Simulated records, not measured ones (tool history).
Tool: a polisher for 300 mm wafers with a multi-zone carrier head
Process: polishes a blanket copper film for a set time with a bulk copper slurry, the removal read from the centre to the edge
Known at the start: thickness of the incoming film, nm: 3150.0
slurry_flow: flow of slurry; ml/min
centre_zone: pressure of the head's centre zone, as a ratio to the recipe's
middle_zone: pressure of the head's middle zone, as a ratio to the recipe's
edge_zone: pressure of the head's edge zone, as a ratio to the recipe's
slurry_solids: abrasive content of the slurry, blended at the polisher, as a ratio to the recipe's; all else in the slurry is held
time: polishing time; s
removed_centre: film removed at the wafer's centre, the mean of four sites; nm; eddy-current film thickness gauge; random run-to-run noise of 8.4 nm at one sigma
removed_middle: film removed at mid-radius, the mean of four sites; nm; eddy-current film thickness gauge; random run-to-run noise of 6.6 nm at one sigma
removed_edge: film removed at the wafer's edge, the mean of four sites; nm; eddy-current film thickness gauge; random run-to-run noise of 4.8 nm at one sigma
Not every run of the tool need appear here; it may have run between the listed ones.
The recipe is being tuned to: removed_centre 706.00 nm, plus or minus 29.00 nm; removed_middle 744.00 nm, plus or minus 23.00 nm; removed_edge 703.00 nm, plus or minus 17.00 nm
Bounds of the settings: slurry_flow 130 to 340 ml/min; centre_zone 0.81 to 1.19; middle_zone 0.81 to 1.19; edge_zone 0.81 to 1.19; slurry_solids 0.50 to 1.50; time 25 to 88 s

run,hour,slurry_flow,centre_zone,middle_zone,edge_zone,slurry_solids,time,removed_centre,removed_middle,removed_edge
1,0.0,220,1.00,1.00,1.00,1.00,56,444.59,437.40,459.78
2,2.0,235,1.02,1.05,1.03,1.15,59,498.42,503.86,513.29
3,7.0,235,1.02,1.05,1.03,1.30,59,511.97,529.01,534.41
4,8.4,245,1.04,1.08,1.06,1.35,61,548.66,570.95,571.63
5,17.4,245,1.04,1.14,1.06,1.35,61,548.88,590.54,570.06
6,22.4,245,1.04,1.14,1.14,1.35,61,553.39,596.19,584.97
# hour 30.8: slurry nozzle cleaned
7,30.8,260,1.06,1.15,1.14,1.40,63,636.31,661.73,643.62
8,36.8,320,1.05,1.19,1.17,1.40,63,635.46,708.32,661.93
9,39.1,320,1.06,1.19,1.18,1.45,63,662.98,713.20,668.80
10,40.4,320,1.06,1.19,1.18,1.45,63,657.30,718.23,667.98
11,46.1,320,1.06,1.19,1.18,1.45,64,667.92,721.62,685.05
12,54.5,325,1.06,1.19,1.18,1.45,64,663.74,718.75,679.70

Consider the 5 candidate settings below. Which is the only one whose results all fall within their allowed miss of target?
A,62.9,295,1.10,1.04,1.19,1.50,70,?,?,?
B,62.9,320,1.12,1.11,1.19,1.25,74,?,?,?
C,62.9,340,1.14,1.17,1.15,1.50,66,?,?,?
D,62.9,230,1.10,1.19,1.18,1.50,68,?,?,?
E,62.9,310,1.02,1.18,1.19,1.50,63,?,?,?

move,removed_centre,removed_middle,removed_edge
A,770.08,699.22,745.98
B,795.72,749.06,753.96
C,764.15,738.65,698.32
D,726.80,742.09,705.79
E,646.29,704.87,672.55
A: moves the result that the last run missed by most past its target, out the other side
B: moves the result that the last run missed by most past its target, out the other side
C: moves the result that the last run missed by most past its target, out the other side
D: every result lands within tolerance
E: lands further from the targets than the last run did
Correct choice: D, which meets every target

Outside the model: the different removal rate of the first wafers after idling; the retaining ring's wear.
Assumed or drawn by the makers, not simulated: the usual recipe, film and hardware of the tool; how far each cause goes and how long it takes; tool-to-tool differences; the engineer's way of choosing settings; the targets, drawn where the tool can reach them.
